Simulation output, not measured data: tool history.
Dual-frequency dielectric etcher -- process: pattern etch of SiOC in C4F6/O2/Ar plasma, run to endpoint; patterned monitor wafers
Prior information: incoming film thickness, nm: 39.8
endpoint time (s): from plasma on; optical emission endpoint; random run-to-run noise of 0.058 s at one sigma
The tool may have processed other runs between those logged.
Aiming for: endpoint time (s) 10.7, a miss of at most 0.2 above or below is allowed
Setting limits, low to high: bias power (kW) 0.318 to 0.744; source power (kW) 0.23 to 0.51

run,day,bias power (kW),source power (kW),endpoint time (s)
1,0,0.531,0.37,12.799
2,0.2,0.619,0.37,11.96
3,0.346,0.65,0.38,11.51
4,0.717,0.65,0.34,12.131
5,0.817,0.706,0.34,11.841
6,1.075,0.744,0.34,11.487
7,1.25,0.744,0.36,11.276
8,1.404,0.744,0.37,11.039
9,1.508,0.744,0.38,10.903

Next run, 5 choices. One meets every target within its allowed miss, the rest don't. Which?
A,1.612,0.695,0.4,?
B,1.612,0.688,0.39,?
C,1.612,0.711,0.42,?
D,1.612,0.744,0.36,?
E,1.612,0.737,0.37,?

move,endpoint time (s)
A,11.106
B,11.273
C,10.779
D,11.309
E,11.218
A: moves away from the targets compared with the last run
B: moves away from the targets compared with the last run
C: all results in spec
D: moves away from the targets compared with the last run
E: moves away from the targets compared with the last run
The move that meets every target is C.

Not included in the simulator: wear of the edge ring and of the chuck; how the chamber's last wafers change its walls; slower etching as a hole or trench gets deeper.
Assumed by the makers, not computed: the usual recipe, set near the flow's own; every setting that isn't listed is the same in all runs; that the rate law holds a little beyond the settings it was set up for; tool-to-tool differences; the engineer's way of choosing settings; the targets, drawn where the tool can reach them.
